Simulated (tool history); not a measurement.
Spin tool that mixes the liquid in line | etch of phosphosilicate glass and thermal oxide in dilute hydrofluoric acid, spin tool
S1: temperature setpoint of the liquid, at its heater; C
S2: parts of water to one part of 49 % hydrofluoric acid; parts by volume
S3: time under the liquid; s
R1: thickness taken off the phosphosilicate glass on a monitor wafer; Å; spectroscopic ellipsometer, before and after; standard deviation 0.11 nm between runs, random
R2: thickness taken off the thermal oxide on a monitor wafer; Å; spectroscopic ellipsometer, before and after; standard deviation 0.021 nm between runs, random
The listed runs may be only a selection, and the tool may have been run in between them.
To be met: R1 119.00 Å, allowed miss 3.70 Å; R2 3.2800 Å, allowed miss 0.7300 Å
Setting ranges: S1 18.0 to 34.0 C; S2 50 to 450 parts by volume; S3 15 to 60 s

run 1 hour=0.0 | S1=26.0 S2=250 S3=30 | R1=195.93 R2=4.8829
run 2 hour=4.6 | S1=26.0 S2=250 S3=35 | R1=224.05 R2=6.5134
run 3 hour=6.5 | S1=24.0 S2=270 S3=35 | R1=187.99 R2=5.6657
run 4 hour=12.6 | S1=24.0 S2=270 S3=40 | R1=220.38 R2=5.5037
run 5 hour=16.6 | S1=22.5 S2=290 S3=40 | R1=189.35 R2=5.3230
run 6 hour=17.6 | S1=21.5 S2=310 S3=40 | R1=167.68 R2=4.6728
run 7 hour=20.2 | S1=20.5 S2=325 S3=40 | R1=153.41 R2=4.2481
run 8 hour=28.6 | S1=20.0 S2=335 S3=40 | R1=145.61 R2=3.8575
run 9 hour=34.6 | S1=19.5 S2=345 S3=40 | R1=135.47 R2=3.9754
run 10 hour=38.7 | S1=20.0 S2=375 S3=40 | R1=123.08 R2=3.3994

4 next moves are on the table. One of them brings every result within its allowed miss. Which?
run A hour=42.8 | S1=18.5 S2=315 S3=35 | R1=? R2=?
run B hour=42.8 | S1=21.5 S2=325 S3=30 | R1=? R2=?
run C hour=42.8 | S1=21.0 S2=440 S3=50 | R1=? R2=?
run D hour=42.8 | S1=22.0 S2=450 S3=50 | R1=? R2=?

move=A R1=127.77 R2=3.4050
move=B R1=117.26 R2=3.1250
move=C R1=128.54 R2=3.4256
move=D R1=128.87 R2=3.4343
A: misses by more than the last run did
B: all results land within tolerance of their targets
C: misses by more than the last run did
D: misses by more than the last run did
So the answer is move B, the one that meets all the targets.
